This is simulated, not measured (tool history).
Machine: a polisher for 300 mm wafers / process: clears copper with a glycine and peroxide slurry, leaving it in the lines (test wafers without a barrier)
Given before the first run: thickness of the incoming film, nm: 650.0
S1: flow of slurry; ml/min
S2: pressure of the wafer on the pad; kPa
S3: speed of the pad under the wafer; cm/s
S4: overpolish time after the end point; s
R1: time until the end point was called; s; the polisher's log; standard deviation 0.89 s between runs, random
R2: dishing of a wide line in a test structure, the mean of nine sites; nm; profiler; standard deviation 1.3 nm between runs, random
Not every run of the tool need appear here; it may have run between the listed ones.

| run | day | S1 | S2 | S3 | S4 | R1 | R2 |
|---|---|---|---|---|---|---|---|
| 1 | 0.000 | 265 | 22.1 | 84 | 10 | 117.470 | 40.568 |
| 2 | 0.150 | 265 | 22.1 | 102 | 10 | 104.320 | 43.550 |
| 3 | 0.217 | 265 | 23.4 | 102 | 12 | 100.560 | 54.593 |
| 4 | 0.400 | 295 | 23.4 | 102 | 12 | 98.863 | 53.048 |
| 5 | 0.625 | 235 | 23.4 | 102 | 12 | 102.620 | 54.161 |
| 6 | 0.996 | 245 | 24.8 | 102 | 13 | 95.282 | 61.552 |

The next listed run, before its measurement:
|  | 1.221 | worn pad replaced by a new one |
| 7 | 1.221 | 245 | 25.5 | 102 | 14 | ? | ? |

Run 7 yielded R1 83.933 s, R2 70.292 nm.
